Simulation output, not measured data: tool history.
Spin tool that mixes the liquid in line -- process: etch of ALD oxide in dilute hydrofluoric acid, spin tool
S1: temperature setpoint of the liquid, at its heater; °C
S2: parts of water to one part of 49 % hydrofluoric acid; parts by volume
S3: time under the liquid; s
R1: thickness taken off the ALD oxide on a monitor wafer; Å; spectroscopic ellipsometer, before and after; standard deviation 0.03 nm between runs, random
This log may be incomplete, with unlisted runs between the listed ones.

| run | day | S1 | S2 | S3 | R1 |
|---|---|---|---|---|---|
| 1 | 0.000 | 23.0 | 130 | 55 | 71.993 |
| 2 | 0.317 | 24.5 | 130 | 55 | 76.513 |
| 3 | 0.525 | 22.5 | 135 | 55 | 67.806 |
| 4 | 0.550 | 21.0 | 140 | 55 | 61.434 |
| 5 | 0.667 | 23.5 | 140 | 55 | 67.933 |
| 6 | 0.808 | 21.0 | 140 | 55 | 61.983 |
| 7 | 1.142 | 20.0 | 140 | 55 | 58.791 |

Estimate the outcome of run 8 from the log above:
| 8 | 1.508 | 19.0 | 140 | 55 | ? |

{"run 8": {"R1": 56.416}}
